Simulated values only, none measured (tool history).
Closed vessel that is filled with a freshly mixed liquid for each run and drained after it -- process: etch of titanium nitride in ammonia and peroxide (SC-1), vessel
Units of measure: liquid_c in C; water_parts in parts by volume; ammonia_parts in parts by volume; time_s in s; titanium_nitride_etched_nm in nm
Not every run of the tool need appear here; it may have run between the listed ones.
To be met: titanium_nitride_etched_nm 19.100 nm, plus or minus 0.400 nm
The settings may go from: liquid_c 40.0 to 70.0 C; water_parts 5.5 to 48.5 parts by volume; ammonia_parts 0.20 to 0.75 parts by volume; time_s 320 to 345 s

run	day	liquid_c	water_parts	ammonia_parts	time_s	titanium_nitride_etched_nm
1	0.000	56.0	27.0	0.45	320	13.675
2	0.308	56.0	27.0	0.50	320	14.122
3	0.346	56.0	21.0	0.50	320	16.065
4	0.667	56.0	21.0	0.50	320	16.213
5	0.771	56.0	21.0	0.60	320	16.552
6	0.983	56.5	21.0	0.60	320	17.307
7	1.342	57.0	21.0	0.60	320	17.906
8	1.454	57.0	21.0	0.60	320	17.588
9	1.817	57.5	21.0	0.60	320	18.337

Next run, 4 choices. One meets every target within its allowed miss, the rest don't. Which?
A	2.179	59.0	32.5	0.65	345	?
B	2.179	59.0	24.0	0.55	345	?
C	2.179	56.5	19.5	0.55	345	?
D	2.179	59.5	24.0	0.60	330	?

move	titanium_nitride_etched_nm
A	17.361
B	19.983
C	19.010
D	20.077
A: moves away from the targets compared with the last run
B: takes the result that was furthest off past its target
C: every result within its allowed miss
D: takes the result that was furthest off past its target
The move that meets every target is C.
